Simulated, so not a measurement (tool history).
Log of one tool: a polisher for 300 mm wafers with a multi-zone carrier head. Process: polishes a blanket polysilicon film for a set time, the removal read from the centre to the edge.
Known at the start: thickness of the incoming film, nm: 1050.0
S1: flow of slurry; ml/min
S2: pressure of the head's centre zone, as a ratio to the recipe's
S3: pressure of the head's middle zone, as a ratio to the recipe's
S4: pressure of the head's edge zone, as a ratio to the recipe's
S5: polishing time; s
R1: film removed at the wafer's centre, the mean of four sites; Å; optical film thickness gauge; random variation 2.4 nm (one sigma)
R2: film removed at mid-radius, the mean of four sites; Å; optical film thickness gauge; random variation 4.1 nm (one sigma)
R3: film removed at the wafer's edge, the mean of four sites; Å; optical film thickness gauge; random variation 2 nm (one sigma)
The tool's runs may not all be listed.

run	day	S1	S2	S3	S4	S5	R1	R2	R3
1	0	290	1	1	1	41	3115.8	3105	3099.6
2	0.183	220	1	1	1	41	2981.3	3009.9	3033.2
3	0.546	220	1	1.09	1	41	2956.4	3245.1	3008.5
4	0.896	255	1	1.09	1	41	3080.8	3404	3116.1
5	1.05	240	0.99	1.07	0.99	41	2959.3	3219.4	3052.7
6	1.2	240	0.99	1.07	0.92	41	2995.3	3215.2	2949.4
7	1.35	230	0.98	1.06	0.92	41	2914.7	3242.8	2934.6
8	1.379	220	0.97	1.04	0.92	41	2865.9	3127.4	2941.6

The next listed run, before its measurement:
9	1.612	215	0.97	1.03	0.92	41	?	?	?

R1: 2896.7 Å
R2: 3115.5 Å
R3: 2913.1 Å

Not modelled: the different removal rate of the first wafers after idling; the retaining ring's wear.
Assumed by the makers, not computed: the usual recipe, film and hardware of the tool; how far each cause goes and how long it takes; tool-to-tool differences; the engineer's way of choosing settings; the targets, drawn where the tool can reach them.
